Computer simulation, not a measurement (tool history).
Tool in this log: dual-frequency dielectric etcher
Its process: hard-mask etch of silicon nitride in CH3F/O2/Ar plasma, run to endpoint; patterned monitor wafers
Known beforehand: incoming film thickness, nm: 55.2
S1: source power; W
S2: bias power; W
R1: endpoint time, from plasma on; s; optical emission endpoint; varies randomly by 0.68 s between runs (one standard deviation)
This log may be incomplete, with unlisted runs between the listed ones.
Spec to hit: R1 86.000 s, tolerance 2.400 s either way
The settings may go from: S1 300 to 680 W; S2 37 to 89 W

Run 1, hour 0.0: S1 490 W, S2 63 W. Result: R1 72.091 s.
Run 2, hour 8.1: S1 490 W, S2 55 W. Result: R1 75.444 s.
Run 3, hour 14.9: S1 410 W, S2 55 W. Result: R1 77.747 s.
Run 4, hour 15.6: S1 440 W, S2 55 W. Result: R1 78.699 s.
Run 5, hour 21.9: S1 480 W, S2 55 W. Result: R1 76.067 s.
Run 6, hour 28.9: S1 460 W, S2 53 W. Result: R1 77.934 s.
Run 7, hour 32.6: S1 450 W, S2 52 W. Result: R1 77.088 s.
Run 8, hour 34.3: S1 430 W, S2 50 W. Result: R1 79.285 s.
Run 9, hour 39.0: S1 420 W, S2 48 W. Result: R1 81.712 s.
Run 10, hour 43.7: S1 410 W, S2 47 W. Result: R1 81.998 s.

Which one of the following 5 next-run settings gets every result inside its allowed miss? There is exactly one.
Run A, hour 48.4: S1 330 W, S2 42 W. Result: R1 ?.
Run B, hour 48.4: S1 350 W, S2 37 W. Result: R1 ?.
Run C, hour 48.4: S1 370 W, S2 43 W. Result: R1 ?.
Run D, hour 48.4: S1 310 W, S2 42 W. Result: R1 ?.
Run E, hour 48.4: S1 330 W, S2 37 W. Result: R1 ?.

move      R1
   A  89.956
   B  91.000
   C  86.677
   D  91.489
   E  92.498
A: moves the result that the last run missed by most past its target, out the other side
B: moves the result that the last run missed by most past its target, out the other side
C: all results in spec
D: moves the result that the last run missed by most past its target, out the other side
E: moves the result that the last run missed by most past its target, out the other side
C meets every target.
